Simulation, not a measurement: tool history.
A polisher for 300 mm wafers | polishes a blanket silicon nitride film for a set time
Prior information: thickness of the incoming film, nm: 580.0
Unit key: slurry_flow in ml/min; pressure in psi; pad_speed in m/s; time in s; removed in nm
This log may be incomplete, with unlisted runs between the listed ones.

run	day	slurry_flow	pressure	pad_speed	time	removed
1	0.000	130	4.0	1.10	88	221.13
2	0.292	130	4.0	0.86	88	183.20
3	0.604	130	3.8	0.86	88	172.15
4	0.650	130	3.7	0.86	88	166.61
5	0.725	130	3.7	0.86	88	169.90
6	0.800	130	3.6	0.86	88	162.18

Estimate the outcome of run 7 from the log above:
7	0.854	130	3.5	0.86	88	?

removed: 162.81 nm
